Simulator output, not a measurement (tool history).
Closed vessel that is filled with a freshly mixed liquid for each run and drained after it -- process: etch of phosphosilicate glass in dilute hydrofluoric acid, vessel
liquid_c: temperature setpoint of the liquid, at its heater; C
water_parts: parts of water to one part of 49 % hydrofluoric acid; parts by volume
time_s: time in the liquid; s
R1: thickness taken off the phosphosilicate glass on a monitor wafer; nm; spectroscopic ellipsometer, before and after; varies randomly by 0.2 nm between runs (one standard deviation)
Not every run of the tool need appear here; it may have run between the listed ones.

{"run": 1, "hour": 0.0, "liquid_c": 25, "water_parts": 185, "time_s": 100, "R1": 36.942}
{"run": 2, "hour": 6.7, "liquid_c": 27, "water_parts": 170, "time_s": 100, "R1": 43.879}
{"run": 3, "hour": 12.9, "liquid_c": 28.5, "water_parts": 160, "time_s": 100, "R1": 49.851}
{"run": 4, "hour": 20.9, "liquid_c": 29.5, "water_parts": 155, "time_s": 100, "R1": 53.799}
{"hour": 24.6, "done": "thermometer replaced"}
{"run": 5, "hour": 24.6, "liquid_c": 30.5, "water_parts": 150, "time_s": 100, "R1": 53.392}
{"run": 6, "hour": 32.3, "liquid_c": 30.5, "water_parts": 150, "time_s": 100, "R1": 53.807}
{"run": 7, "hour": 34.4, "liquid_c": 33, "water_parts": 130, "time_s": 100, "R1": 69.361}

The next listed run, before its measurement:
{"run": 8, "hour": 37.1, "liquid_c": 32.5, "water_parts": 130, "time_s": 100, "R1": "?"}

{"run 8": {"R1": 68.364}}
